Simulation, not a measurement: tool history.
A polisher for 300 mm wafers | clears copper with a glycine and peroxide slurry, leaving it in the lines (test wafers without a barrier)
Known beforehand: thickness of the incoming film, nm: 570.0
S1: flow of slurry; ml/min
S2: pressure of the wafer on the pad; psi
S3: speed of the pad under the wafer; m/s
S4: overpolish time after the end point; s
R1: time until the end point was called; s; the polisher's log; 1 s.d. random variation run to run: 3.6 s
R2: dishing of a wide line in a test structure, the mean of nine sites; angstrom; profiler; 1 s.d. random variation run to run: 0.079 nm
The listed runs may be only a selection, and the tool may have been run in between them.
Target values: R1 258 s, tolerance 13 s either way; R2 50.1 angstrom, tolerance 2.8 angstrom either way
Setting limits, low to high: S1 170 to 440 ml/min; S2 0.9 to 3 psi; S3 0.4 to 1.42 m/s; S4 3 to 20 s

| run | hour | S1 | S2 | S3 | S4 | R1 | R2 |
|---|---|---|---|---|---|---|---|
| 1 | 0 | 280 | 1.9 | 0.9 | 10 | 162.03 | 251.47 |
| 2 | 2.1 | 280 | 2.3 | 0.9 | 10 | 139.17 | 293.25 |
| 3 | 7.9 | 265 | 2 | 0.84 | 9 | 169.77 | 227.28 |
| 4 | 14.7 | 265 | 2 | 0.84 | 5 | 163.98 | 132.15 |
| 5 | 18.7 | 265 | 2 | 0.84 | 8 | 160.56 | 203.53 |
| 6 | 20 | 265 | 1.5 | 0.84 | 8 | 203.57 | 166.81 |
| 7 | 21.6 | 300 | 1.4 | 0.78 | 7 | 217.24 | 134.88 |
| 8 | 23.1 | 330 | 1.4 | 0.7 | 6 | 232.18 | 109.25 |
| 9 | 32 | 350 | 1.4 | 0.64 | 5 | 247.92 | 86.267 |
| 10 | 40 | 370 | 1.5 | 0.6 | 5 | 244.51 | 86.07 |
| 11 | 47.3 | 385 | 1.5 | 0.56 | 5 | 253.02 | 84.971 |
| 12 | 51.7 | 305 | 0.9 | 0.8 | 3 | 274.83 | 45.55 |

Consider the 4 candidate settings below. Which is the only one whose results all fall within their allowed miss of target?
| A | 56.1 | 325 | 1.2 | 0.82 | 3 | ? | ? |
| B | 56.1 | 265 | 1 | 0.72 | 3 | ? | ? |
| C | 56.1 | 195 | 0.9 | 0.96 | 3 | ? | ? |
| D | 56.1 | 380 | 1.1 | 0.9 | 3 | ? | ? |

| move | R1 | R2 |
|---|---|---|
| A | 231.96 | 55.163 |
| B | 282.95 | 45.354 |
| C | 261.9 | 48.87 |
| D | 228.66 | 55.907 |
A: pushes the last run's worst result past its target
B: moves away from the targets compared with the last run
C: every result lands within tolerance
D: pushes the last run's worst result past its target
Correct choice: C, which meets every target
